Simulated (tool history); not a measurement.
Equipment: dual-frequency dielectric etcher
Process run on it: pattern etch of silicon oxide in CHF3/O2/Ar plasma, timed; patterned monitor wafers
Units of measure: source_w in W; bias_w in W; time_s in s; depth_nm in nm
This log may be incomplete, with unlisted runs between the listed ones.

| run | hour | source_w | bias_w | time_s | depth_nm |
|---|---|---|---|---|---|
| 1 | 0.0 | 740 | 211 | 289.0 | 651.88 |
| 2 | 6.4 | 740 | 211 | 289.0 | 651.79 |
| 3 | 8.9 | 740 | 211 | 263.5 | 595.09 |
| 4 | 13.0 | 740 | 211 | 263.5 | 598.29 |
| 5 | 15.8 | 740 | 230 | 263.5 | 613.04 |
| 6 | 23.3 | 690 | 227 | 263.5 | 589.54 |

Predict the results of run 7:
| 7 | 31.3 | 670 | 226 | 263.5 | ? |

{"run 7": {"depth_nm": 587.33}}
